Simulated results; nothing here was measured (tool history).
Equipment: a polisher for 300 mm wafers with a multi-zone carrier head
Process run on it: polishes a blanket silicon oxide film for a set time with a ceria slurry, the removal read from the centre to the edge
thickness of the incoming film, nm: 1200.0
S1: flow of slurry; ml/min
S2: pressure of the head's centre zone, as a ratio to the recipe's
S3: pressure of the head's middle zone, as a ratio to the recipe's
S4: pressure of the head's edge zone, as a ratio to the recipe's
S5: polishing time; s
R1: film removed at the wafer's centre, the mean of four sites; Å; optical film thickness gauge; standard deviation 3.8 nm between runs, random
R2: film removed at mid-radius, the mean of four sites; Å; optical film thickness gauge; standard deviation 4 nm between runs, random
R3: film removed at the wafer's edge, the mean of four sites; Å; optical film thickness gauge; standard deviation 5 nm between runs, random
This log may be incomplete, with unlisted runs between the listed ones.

Run 1, hour 0.0: S1 195 ml/min, S2 1.00, S3 1.00, S4 1.00, S5 70 s. Result: R1 3955.4 Å, R2 3897.5 Å, R3 3792.9 Å.
Run 2, hour 4.8: S1 195 ml/min, S2 1.00, S3 1.07, S4 1.00, S5 70 s. Result: R1 3941.5 Å, R2 4061.2 Å, R3 3915.9 Å.
Run 3, hour 7.7: S1 195 ml/min, S2 1.00, S3 1.07, S4 1.05, S5 70 s. Result: R1 3868.6 Å, R2 4031.5 Å, R3 3862.0 Å.
Run 4, hour 11.6: S1 195 ml/min, S2 1.00, S3 1.15, S4 1.05, S5 70 s. Result: R1 3980.5 Å, R2 4258.3 Å, R3 3919.8 Å.
Run 5, hour 19.0: S1 195 ml/min, S2 1.00, S3 1.18, S4 1.05, S5 70 s. Result: R1 3952.9 Å, R2 4390.5 Å, R3 3888.8 Å.
Run 6, hour 27.7: S1 195 ml/min, S2 1.00, S3 1.18, S4 1.11, S5 70 s. Result: R1 3894.2 Å, R2 4306.7 Å, R3 3947.8 Å.
Run 7, hour 35.7: S1 160 ml/min, S2 1.03, S3 1.08, S4 1.19, S5 64 s. Result: R1 3567.1 Å, R2 3475.1 Å, R3 3678.3 Å.

Predict the results of run 8:
Run 8, hour 41.7: S1 130 ml/min, S2 1.03, S3 0.98, S4 1.19, S5 66 s. Result: R1 ?, R2 ?, R3 ?.

{"run 8": {"R1": 3445.5, "R2": 3237.3, "R3": 3781.4}}
